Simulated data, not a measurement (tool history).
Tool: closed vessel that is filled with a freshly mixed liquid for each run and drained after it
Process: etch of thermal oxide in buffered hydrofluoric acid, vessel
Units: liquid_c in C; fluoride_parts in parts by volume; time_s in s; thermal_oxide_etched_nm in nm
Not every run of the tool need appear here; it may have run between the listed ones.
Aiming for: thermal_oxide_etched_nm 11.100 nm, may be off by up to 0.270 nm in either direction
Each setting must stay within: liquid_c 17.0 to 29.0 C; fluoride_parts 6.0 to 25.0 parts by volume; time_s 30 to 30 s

{"run": 1, "hour": 0.0, "liquid_c": 21.0, "fluoride_parts": 15.5, "time_s": 30, "thermal_oxide_etched_nm": 18.768}
{"run": 2, "hour": 2.2, "liquid_c": 20.5, "fluoride_parts": 16.5, "time_s": 30, "thermal_oxide_etched_nm": 17.303}
{"run": 3, "hour": 7.6, "liquid_c": 20.0, "fluoride_parts": 17.0, "time_s": 30, "thermal_oxide_etched_nm": 16.357}
{"run": 4, "hour": 15.1, "liquid_c": 19.5, "fluoride_parts": 17.5, "time_s": 30, "thermal_oxide_etched_nm": 15.365}
{"run": 5, "hour": 15.6, "liquid_c": 19.0, "fluoride_parts": 18.0, "time_s": 30, "thermal_oxide_etched_nm": 14.662}
{"run": 6, "hour": 16.5, "liquid_c": 18.5, "fluoride_parts": 18.5, "time_s": 30, "thermal_oxide_etched_nm": 13.633}
{"run": 7, "hour": 21.4, "liquid_c": 18.0, "fluoride_parts": 19.0, "time_s": 30, "thermal_oxide_etched_nm": 13.04}
{"run": 8, "hour": 24.1, "liquid_c": 18.0, "fluoride_parts": 19.5, "time_s": 30, "thermal_oxide_etched_nm": 12.683}
{"run": 9, "hour": 31.6, "liquid_c": 18.0, "fluoride_parts": 19.5, "time_s": 30, "thermal_oxide_etched_nm": 12.695}
{"run": 10, "hour": 33.5, "liquid_c": 17.5, "fluoride_parts": 20.5, "time_s": 30, "thermal_oxide_etched_nm": 11.766}

Of the 5 settings listed for the next run, only one would bring every result within its allowed miss of target. Which one?
{"run": "A", "hour": 35.4, "liquid_c": 20.0, "fluoride_parts": 25.0, "time_s": 30, "thermal_oxide_etched_nm": "?"}
{"run": "B", "hour": 35.4, "liquid_c": 17.5, "fluoride_parts": 19.0, "time_s": 30, "thermal_oxide_etched_nm": "?"}
{"run": "C", "hour": 35.4, "liquid_c": 18.0, "fluoride_parts": 20.0, "time_s": 30, "thermal_oxide_etched_nm": "?"}
{"run": "D", "hour": 35.4, "liquid_c": 18.0, "fluoride_parts": 19.5, "time_s": 30, "thermal_oxide_etched_nm": "?"}
{"run": "E", "hour": 35.4, "liquid_c": 17.5, "fluoride_parts": 22.5, "time_s": 30, "thermal_oxide_etched_nm": "?"}

move=A thermal_oxide_etched_nm=11.779
move=B thermal_oxide_etched_nm=12.547
move=C thermal_oxide_etched_nm=12.271
move=D thermal_oxide_etched_nm=12.583
move=E thermal_oxide_etched_nm=10.995
A: as far off as the last run
B: its largest miss is bigger than the last run's
C: its largest miss is bigger than the last run's
D: its largest miss is bigger than the last run's
E: meets every target
E meets every target.
